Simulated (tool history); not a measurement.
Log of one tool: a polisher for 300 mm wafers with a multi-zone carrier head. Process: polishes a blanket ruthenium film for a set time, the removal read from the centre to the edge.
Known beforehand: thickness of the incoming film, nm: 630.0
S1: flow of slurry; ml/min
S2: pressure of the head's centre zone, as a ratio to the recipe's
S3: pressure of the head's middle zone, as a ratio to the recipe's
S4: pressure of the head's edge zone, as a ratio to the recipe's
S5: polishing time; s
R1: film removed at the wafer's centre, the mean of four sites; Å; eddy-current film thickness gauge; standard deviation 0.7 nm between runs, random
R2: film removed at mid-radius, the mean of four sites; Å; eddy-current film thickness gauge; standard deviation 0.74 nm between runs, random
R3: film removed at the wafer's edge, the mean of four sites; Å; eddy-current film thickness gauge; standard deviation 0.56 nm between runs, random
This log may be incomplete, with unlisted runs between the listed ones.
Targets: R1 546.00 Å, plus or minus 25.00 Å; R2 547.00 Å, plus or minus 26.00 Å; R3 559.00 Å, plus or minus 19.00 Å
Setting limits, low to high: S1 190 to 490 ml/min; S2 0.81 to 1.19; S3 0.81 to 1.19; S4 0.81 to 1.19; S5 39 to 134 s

Run 1, hour 0.0: S1 315 ml/min, S2 1.00, S3 1.00, S4 1.00, S5 86 s. Result: R1 1110.60 Å, R2 1094.60 Å, R3 1070.00 Å.
Run 2, hour 1.7: S1 315 ml/min, S2 1.00, S3 1.05, S4 1.00, S5 86 s. Result: R1 1094.40 Å, R2 1107.00 Å, R3 1069.10 Å.
Run 3, hour 10.2: S1 315 ml/min, S2 1.00, S3 1.09, S4 1.00, S5 86 s. Result: R1 1075.40 Å, R2 1138.30 Å, R3 1086.10 Å.
Run 4, hour 12.0: S1 315 ml/min, S2 0.95, S3 1.09, S4 1.00, S5 86 s. Result: R1 1025.70 Å, R2 1141.90 Å, R3 1064.90 Å.
Run 5, hour 15.3: S1 275 ml/min, S2 0.92, S3 1.01, S4 0.99, S5 71 s. Result: R1 840.04 Å, R2 892.90 Å, R3 864.03 Å.
Run 6, hour 19.8: S1 210 ml/min, S2 0.92, S3 1.01, S4 0.99, S5 71 s. Result: R1 780.67 Å, R2 864.28 Å, R3 859.31 Å.
Run 7, hour 28.3: S1 205 ml/min, S2 0.91, S3 0.97, S4 0.97, S5 61 s. Result: R1 668.40 Å, R2 720.06 Å, R3 721.83 Å.
Run 8, hour 36.6: S1 200 ml/min, S2 0.90, S3 0.94, S4 0.94, S5 58 s. Result: R1 624.99 Å, R2 658.46 Å, R3 678.86 Å.
Run 9, hour 43.3: S1 215 ml/min, S2 0.90, S3 0.93, S4 0.91, S5 55 s. Result: R1 588.66 Å, R2 627.71 Å, R3 639.19 Å.
Run 10, hour 46.7: S1 225 ml/min, S2 0.91, S3 0.92, S4 0.89, S5 53 s. Result: R1 589.08 Å, R2 603.68 Å, R3 612.37 Å.
Run 11, hour 49.0: S1 225 ml/min, S2 0.91, S3 0.91, S4 0.87, S5 52 s. Result: R1 560.89 Å, R2 581.51 Å, R3 600.31 Å.
Run 12, hour 53.2: S1 225 ml/min, S2 0.96, S3 0.91, S4 0.83, S5 46 s. Result: R1 535.25 Å, R2 519.38 Å, R3 516.94 Å.
Run 13, hour 55.4: S1 235 ml/min, S2 0.95, S3 0.91, S4 0.85, S5 46 s. Result: R1 547.16 Å, R2 536.36 Å, R3 524.82 Å.
Run 14, hour 63.2: S1 235 ml/min, S2 0.94, S3 0.90, S4 0.86, S5 46 s. Result: R1 523.93 Å, R2 516.49 Å, R3 528.01 Å.
Run 15, hour 71.8: S1 235 ml/min, S2 0.94, S3 0.91, S4 0.88, S5 46 s. Result: R1 541.39 Å, R2 540.18 Å, R3 527.93 Å.

Which of these 4 next moves meets every target?
Run A, hour 80.4: S1 245 ml/min, S2 0.93, S3 0.92, S4 0.83, S5 45 s. Result: R1 ?, R2 ?, R3 ?.
Run B, hour 80.4: S1 275 ml/min, S2 0.96, S3 1.08, S4 0.92, S5 41 s. Result: R1 ?, R2 ?, R3 ?.
Run C, hour 80.4: S1 190 ml/min, S2 0.92, S3 0.89, S4 0.87, S5 49 s. Result: R1 ?, R2 ?, R3 ?.
Run D, hour 80.4: S1 350 ml/min, S2 0.99, S3 1.03, S4 0.91, S5 42 s. Result: R1 ?, R2 ?, R3 ?.

move      R1      R2      R3
   A  516.46  528.77  504.46
   B  493.05  545.47  485.25
   C  536.48  544.99  547.72
   D  533.69  552.29  503.31
A: its largest miss is bigger than the last run's
B: its largest miss is bigger than the last run's
C: every result within its allowed miss
D: its largest miss is bigger than the last run's
Correct choice: C, which meets every target
